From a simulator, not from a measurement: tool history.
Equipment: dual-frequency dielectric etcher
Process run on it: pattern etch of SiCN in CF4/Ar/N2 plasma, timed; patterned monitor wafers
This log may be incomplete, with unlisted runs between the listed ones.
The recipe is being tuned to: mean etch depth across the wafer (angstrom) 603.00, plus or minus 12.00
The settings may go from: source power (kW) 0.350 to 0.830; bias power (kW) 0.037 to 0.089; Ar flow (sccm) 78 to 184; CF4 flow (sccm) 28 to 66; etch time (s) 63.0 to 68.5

run  hour  source power (kW)  bias power (kW)  Ar flow (sccm)  CF4 flow (sccm)  etch time (s)  mean etch depth across the wafer (angstrom)
  1   0.0              0.590            0.063             131               47           68.5                                       657.79
  2   1.2              0.590            0.063             131               40           68.5                                       632.69
  3   9.7              0.650            0.063             131               40           68.5                                       685.71
  4  15.6              0.630            0.063             131               40           68.5                                       669.81
  5  22.6              0.610            0.063             131               40           68.5                                       654.04
  6  26.1              0.610            0.063             131               45           68.5                                       664.02
  7  29.5              0.590            0.063             131               45           68.5                                       653.64
  8  31.7              0.580            0.063             131               45           68.5                                       642.90
  9  40.5              0.570            0.063             131               45           68.5                                       635.70
 10  46.7              0.560            0.063             131               45           68.5                                       624.36
 11  50.8              0.550            0.063             131               45           68.5                                       624.24

Next run, 5 choices. One meets every target within its allowed miss, the rest don't. Which?
  A  54.9              0.600            0.075             146               42           64.5                                            ?
  B  54.9              0.560            0.066             120               48           68.5                                            ?
  C  54.9              0.580            0.073             148               44           63.5                                            ?
  D  54.9              0.610            0.057             135               56           68.5                                            ?
  E  54.9              0.720            0.045             126               33           68.5                                            ?

move  mean etch depth across the wafer (angstrom)
   A                                       660.85
   B                                       657.65
   C                                       629.87
   D                                       659.34
   E                                       599.16
A: misses by more than the last run did
B: misses by more than the last run did
C: misses by more than the last run did
D: misses by more than the last run did
E: meets every target
E is the move that brings every result within its allowed miss.
